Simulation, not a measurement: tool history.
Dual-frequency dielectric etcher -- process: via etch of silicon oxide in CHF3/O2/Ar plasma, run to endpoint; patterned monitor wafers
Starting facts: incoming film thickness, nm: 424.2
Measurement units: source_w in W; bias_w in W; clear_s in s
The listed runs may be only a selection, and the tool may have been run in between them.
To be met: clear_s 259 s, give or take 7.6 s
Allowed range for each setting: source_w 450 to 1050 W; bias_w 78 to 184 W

{"run": 1, "hour": 0.0, "source_w": 750, "bias_w": 131, "clear_s": 198.75}
{"run": 2, "hour": 2.6, "source_w": 690, "bias_w": 122, "clear_s": 211.31}
{"run": 3, "hour": 4.9, "source_w": 690, "bias_w": 139, "clear_s": 204.28}
{"run": 4, "hour": 10.8, "source_w": 620, "bias_w": 139, "clear_s": 214.84}
{"run": 5, "hour": 16.7, "source_w": 620, "bias_w": 123, "clear_s": 226.05}
{"run": 6, "hour": 19.4, "source_w": 620, "bias_w": 101, "clear_s": 233.14}
{"run": 7, "hour": 24.2, "source_w": 600, "bias_w": 100, "clear_s": 240.83}
{"run": 8, "hour": 29.3, "source_w": 580, "bias_w": 99, "clear_s": 244.85}
{"run": 9, "hour": 35.0, "source_w": 580, "bias_w": 99, "clear_s": 249.48}
{"run": 10, "hour": 36.9, "source_w": 570, "bias_w": 99, "clear_s": 250.61}
{"run": 11, "hour": 42.0, "source_w": 510, "bias_w": 95, "clear_s": 269.66}
{"run": 12, "hour": 49.4, "source_w": 520, "bias_w": 95, "clear_s": 267.34}

Which single option among these 5 for the next run brings every result within its allowed miss of target? Just one does.
{"run": "A", "hour": 56.8, "source_w": 480, "bias_w": 90, "clear_s": "?"}
{"run": "B", "hour": 56.8, "source_w": 650, "bias_w": 81, "clear_s": "?"}
{"run": "C", "hour": 56.8, "source_w": 650, "bias_w": 86, "clear_s": "?"}
{"run": "D", "hour": 56.8, "source_w": 640, "bias_w": 92, "clear_s": "?"}
{"run": "E", "hour": 56.8, "source_w": 520, "bias_w": 103, "clear_s": "?"}

move=A clear_s=286.55
move=B clear_s=245.32
move=C clear_s=241.56
move=D clear_s=239.39
move=E clear_s=262.27
A: lands further from the targets than the last run did
B: carries the result that was furthest off beyond its target, to the other side
C: carries the result that was furthest off beyond its target, to the other side
D: carries the result that was furthest off beyond its target, to the other side
E: meets every target
Answer: E
